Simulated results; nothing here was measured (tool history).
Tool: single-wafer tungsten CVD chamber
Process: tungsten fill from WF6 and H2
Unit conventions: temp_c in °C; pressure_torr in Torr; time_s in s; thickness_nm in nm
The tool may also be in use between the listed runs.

run,day,temp_c,pressure_torr,time_s,thickness_nm
1,0.000,370,52.1,9.2,21.704
2,0.058,370,52.1,9.2,21.548
3,0.308,370,60.2,9.2,23.320
4,0.667,371,60.2,9.2,23.558
5,0.888,365,60.2,9.2,21.063
6,1.183,368,60.3,9.2,22.451
7,1.288,368,60.3,9.2,22.432

For run 8, what comes out?
8,1.371,370,60.4,9.2,?

{"run 8": {"thickness_nm": 23.283}}

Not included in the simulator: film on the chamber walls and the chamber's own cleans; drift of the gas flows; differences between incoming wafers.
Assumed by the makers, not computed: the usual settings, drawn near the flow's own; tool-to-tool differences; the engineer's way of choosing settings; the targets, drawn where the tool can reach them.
